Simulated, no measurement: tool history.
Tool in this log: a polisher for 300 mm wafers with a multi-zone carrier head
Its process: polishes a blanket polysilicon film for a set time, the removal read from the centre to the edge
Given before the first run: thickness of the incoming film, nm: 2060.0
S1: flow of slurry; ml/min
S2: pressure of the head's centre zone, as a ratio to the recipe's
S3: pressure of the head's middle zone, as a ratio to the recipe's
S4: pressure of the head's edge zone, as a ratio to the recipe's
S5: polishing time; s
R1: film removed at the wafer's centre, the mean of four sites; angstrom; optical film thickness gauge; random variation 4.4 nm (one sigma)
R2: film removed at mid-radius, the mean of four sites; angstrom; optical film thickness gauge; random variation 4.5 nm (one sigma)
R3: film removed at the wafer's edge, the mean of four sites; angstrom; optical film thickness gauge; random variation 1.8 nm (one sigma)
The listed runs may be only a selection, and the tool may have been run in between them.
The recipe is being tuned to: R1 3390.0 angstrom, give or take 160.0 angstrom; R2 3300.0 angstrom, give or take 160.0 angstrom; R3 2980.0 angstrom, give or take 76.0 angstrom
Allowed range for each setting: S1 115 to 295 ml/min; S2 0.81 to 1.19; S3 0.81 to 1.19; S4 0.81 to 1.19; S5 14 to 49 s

run	day	S1	S2	S3	S4	S5	R1	R2	R3
1	0.000	190	1.00	1.00	1.00	31	2314.0	2294.0	2383.5
2	0.208	190	1.00	1.00	0.93	31	2301.0	2226.4	2332.0
3	0.367	190	1.00	1.00	0.93	28	2092.3	2039.1	2099.7
4	0.600	195	1.02	1.02	0.95	29	2201.6	2167.1	2198.4
5	0.896	225	1.02	1.02	0.95	29	2295.4	2247.4	2219.6
6	1.038	230	1.03	1.03	0.96	30	2344.0	2321.0	2262.4
7	1.379	235	1.04	1.04	0.97	31	2426.5	2461.9	2377.9
8	1.700	235	1.04	1.04	0.97	31	2420.8	2467.9	2383.5

Which of these 4 next moves meets every target?
A	2.021	215	1.16	0.89	0.90	43	?	?	?
B	2.021	280	1.12	1.08	0.89	40	?	?	?
C	2.021	195	0.98	1.04	1.00	38	?	?	?
D	2.021	140	0.87	0.84	1.14	25	?	?	?

move	R1	R2	R3
A	3698.3	2965.4	3180.8
B	3430.5	3329.0	2992.0
C	2776.9	2958.9	2926.2
D	1574.5	1571.1	2006.4
A: carries the result that was furthest off beyond its target, to the other side
B: in spec on every target
C: puts the biggest miss on target and leaves a different result outside tolerance
D: moves away from the targets compared with the last run
B meets every target.
